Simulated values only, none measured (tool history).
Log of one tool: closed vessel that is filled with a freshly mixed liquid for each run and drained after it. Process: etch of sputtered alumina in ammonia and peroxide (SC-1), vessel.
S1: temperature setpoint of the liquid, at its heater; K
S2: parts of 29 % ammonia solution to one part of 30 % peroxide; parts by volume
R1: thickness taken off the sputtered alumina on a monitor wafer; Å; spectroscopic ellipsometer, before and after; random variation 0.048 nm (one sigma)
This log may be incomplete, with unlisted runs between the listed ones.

run 1 hour=0 | S1=332.15 S2=0.95 time_in_the_liquid_(s)=95 | R1=102.57
run 2 hour=8.4 | S1=335.65 S2=0.95 time_in_the_liquid_(s)=95 | R1=123.04
run 3 hour=14.4 | S1=333.15 S2=0.95 time_in_the_liquid_(s)=95 | R1=107.39
run 4 hour=20.1 | S1=339.65 S2=0.95 time_in_the_liquid_(s)=95 | R1=149.88
run 5 hour=21.5 | S1=342.15 S2=0.95 time_in_the_liquid_(s)=95 | R1=167.18
run 6 hour=24.7 | S1=342.15 S2=0.65 time_in_the_liquid_(s)=95 | R1=162.14
run 7 hour=28.6 | S1=338.15 S2=0.65 time_in_the_liquid_(s)=95 | R1=133.9
run 8 hour=31.4 | S1=330.15 S2=0.6 time_in_the_liquid_(s)=95 | R1=89.136

Predict the results of run 9:
run 9 hour=34.1 | S1=329.65 S2=0.6 time_in_the_liquid_(s)=95 | R1=?

R1: 86.619 Å

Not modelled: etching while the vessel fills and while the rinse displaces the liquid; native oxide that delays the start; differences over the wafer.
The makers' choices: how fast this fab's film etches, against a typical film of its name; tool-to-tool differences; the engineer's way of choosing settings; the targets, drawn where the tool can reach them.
